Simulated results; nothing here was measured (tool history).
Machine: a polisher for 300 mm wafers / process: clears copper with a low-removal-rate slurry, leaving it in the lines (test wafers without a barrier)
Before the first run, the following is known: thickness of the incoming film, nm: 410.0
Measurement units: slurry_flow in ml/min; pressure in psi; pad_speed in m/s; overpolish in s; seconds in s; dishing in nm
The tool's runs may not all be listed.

run,day,slurry_flow,pressure,pad_speed,slurry_solids,overpolish,seconds,dishing
1,0.000,200,3.3,1.18,1.0,9,126.190,23.082
2,0.117,200,4.1,1.18,1.0,9,102.660,28.836
3,0.162,210,4.4,1.26,1.0,8,88.808,29.329
4,0.375,240,4.4,1.26,1.0,8,88.680,29.837
5,0.512,240,4.4,1.48,1.0,8,76.608,33.810
6,0.604,240,4.6,1.50,1.0,8,69.521,36.165
7,0.712,240,4.8,1.50,1.0,8,67.296,36.451

The next listed run, before its measurement:
8,0.862,240,4.9,1.52,1.0,8,?,?

seconds: 66.255 s
dishing: 36.904 nm

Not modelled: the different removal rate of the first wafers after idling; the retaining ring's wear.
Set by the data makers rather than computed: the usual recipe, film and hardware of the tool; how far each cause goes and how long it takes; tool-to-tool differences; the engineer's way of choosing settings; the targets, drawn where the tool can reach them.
